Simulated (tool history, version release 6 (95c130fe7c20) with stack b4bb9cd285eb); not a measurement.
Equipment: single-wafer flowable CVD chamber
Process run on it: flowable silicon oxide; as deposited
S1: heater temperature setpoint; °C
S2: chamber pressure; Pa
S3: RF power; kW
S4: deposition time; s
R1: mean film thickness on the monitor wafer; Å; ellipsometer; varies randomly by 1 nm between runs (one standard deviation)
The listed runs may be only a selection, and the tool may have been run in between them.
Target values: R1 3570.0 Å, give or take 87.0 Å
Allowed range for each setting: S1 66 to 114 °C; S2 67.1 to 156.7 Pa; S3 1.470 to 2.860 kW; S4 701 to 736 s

run	hour	S1	S2	S3	S4	R1
1	0.0	90	111.9	2.165	736	6781.8
2	8.1	95	111.7	2.165	736	5573.8
3	17.2	95	111.7	2.165	736	5569.5
4	25.9	98	111.6	2.165	736	5001.3
5	34.3	100	111.5	2.165	736	4598.8
6	36.8	102	111.5	2.165	736	4283.3
7	45.3	103	111.5	2.165	736	4124.0
8	53.1	104	111.5	2.165	736	3968.5
9	54.1	105	111.5	2.165	736	3819.0

Pick the move, out of 5, that brings all results within their allowed miss; only one does.
A	55.1	105	115.9	2.280	736	?
B	55.1	105	103.9	2.015	736	?
C	55.1	104	111.6	2.165	718	?
D	55.1	108	125.6	2.275	709	?
E	55.1	101	99.2	1.825	714	?

move	R1
A	3965.4
B	3514.9
C	3850.5
D	3690.9
E	3746.4
A: the biggest miss grows against the last run
B: every result within its allowed miss
C: the biggest miss grows against the last run
D: closer than the last run, but not yet in spec
E: closer than the last run, but not yet in spec
B is the move that brings every result within its allowed miss.
